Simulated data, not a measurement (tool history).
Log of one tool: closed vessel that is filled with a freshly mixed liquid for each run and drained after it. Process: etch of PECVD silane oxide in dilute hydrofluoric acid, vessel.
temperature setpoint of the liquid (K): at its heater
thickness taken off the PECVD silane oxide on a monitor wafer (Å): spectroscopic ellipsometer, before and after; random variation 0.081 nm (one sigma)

run	hour	temperature setpoint of the liquid (K)	parts of water to one part of 49 % hydrofluoric acid (parts by volume)	time in the liquid (s)	thickness taken off the PECVD silane oxide on a monitor wafer (Å)
1	0.0	299.15	115	30	115.23
2	1.6	300.15	110	30	126.30
3	7.6	300.15	95	30	148.88
4	8.7	301.15	90	30	163.98
5	10.1	301.15	125	30	112.90
6	16.0	302.15	115	30	128.24

Forecast run 7:
7	18.8	302.65	110	30	?

thickness taken off the PECVD silane oxide on a monitor wafer (Å): 137.84
